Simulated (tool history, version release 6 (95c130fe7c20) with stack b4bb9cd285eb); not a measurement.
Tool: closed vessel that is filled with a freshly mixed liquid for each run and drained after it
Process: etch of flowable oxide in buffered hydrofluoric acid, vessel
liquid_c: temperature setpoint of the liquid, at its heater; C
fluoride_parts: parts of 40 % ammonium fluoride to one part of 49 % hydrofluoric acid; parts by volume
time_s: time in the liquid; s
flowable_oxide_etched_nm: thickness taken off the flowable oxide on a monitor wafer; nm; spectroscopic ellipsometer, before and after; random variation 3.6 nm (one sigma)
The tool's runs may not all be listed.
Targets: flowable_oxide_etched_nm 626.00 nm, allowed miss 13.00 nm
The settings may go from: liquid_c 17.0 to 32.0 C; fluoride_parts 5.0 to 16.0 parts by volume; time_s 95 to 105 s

Run 1, hour 0.0: liquid_c 24.0 C, fluoride_parts 9.5 parts by volume, time_s 95 s. Result: flowable_oxide_etched_nm 299.97 nm.
Run 2, hour 2.1: liquid_c 27.0 C, fluoride_parts 9.5 parts by volume, time_s 95 s. Result: flowable_oxide_etched_nm 355.02 nm.
Run 3, hour 10.4: liquid_c 27.0 C, fluoride_parts 9.5 parts by volume, time_s 105 s. Result: flowable_oxide_etched_nm 394.44 nm.
Run 4, hour 14.7: liquid_c 27.0 C, fluoride_parts 9.5 parts by volume, time_s 105 s. Result: flowable_oxide_etched_nm 387.98 nm.
Run 5, hour 22.4: liquid_c 28.5 C, fluoride_parts 8.5 parts by volume, time_s 105 s. Result: flowable_oxide_etched_nm 469.88 nm.
At hour 26.3: thermometer replaced.
Run 6, hour 26.3: liquid_c 28.5 C, fluoride_parts 8.5 parts by volume, time_s 95 s. Result: flowable_oxide_etched_nm 483.67 nm.
Run 7, hour 29.9: liquid_c 29.5 C, fluoride_parts 8.5 parts by volume, time_s 95 s. Result: flowable_oxide_etched_nm 505.98 nm.
Run 8, hour 35.3: liquid_c 30.5 C, fluoride_parts 8.5 parts by volume, time_s 95 s. Result: flowable_oxide_etched_nm 535.63 nm.
Run 9, hour 38.1: liquid_c 31.0 C, fluoride_parts 8.5 parts by volume, time_s 95 s. Result: flowable_oxide_etched_nm 544.98 nm.
Run 10, hour 42.7: liquid_c 31.5 C, fluoride_parts 8.5 parts by volume, time_s 95 s. Result: flowable_oxide_etched_nm 565.14 nm.

Which of these 5 next moves meets every target?
Run A, hour 47.3: liquid_c 25.5 C, fluoride_parts 5.5 parts by volume, time_s 95 s. Result: flowable_oxide_etched_nm ?.
Run B, hour 47.3: liquid_c 31.0 C, fluoride_parts 7.0 parts by volume, time_s 95 s. Result: flowable_oxide_etched_nm ?.
Run C, hour 47.3: liquid_c 32.0 C, fluoride_parts 12.0 parts by volume, time_s 105 s. Result: flowable_oxide_etched_nm ?.
Run D, hour 47.3: liquid_c 27.5 C, fluoride_parts 8.0 parts by volume, time_s 95 s. Result: flowable_oxide_etched_nm ?.
Run E, hour 47.3: liquid_c 31.5 C, fluoride_parts 8.0 parts by volume, time_s 95 s. Result: flowable_oxide_etched_nm ?.

move  flowable_oxide_etched_nm
   A                    622.86
   B                    677.48
   C                    471.25
   D                    487.91
   E                    602.05
A: meets every target
B: takes the result that was furthest off past its target
C: further off than the last run
D: further off than the last run
E: nearer than the last run, and not there yet
Answer: A
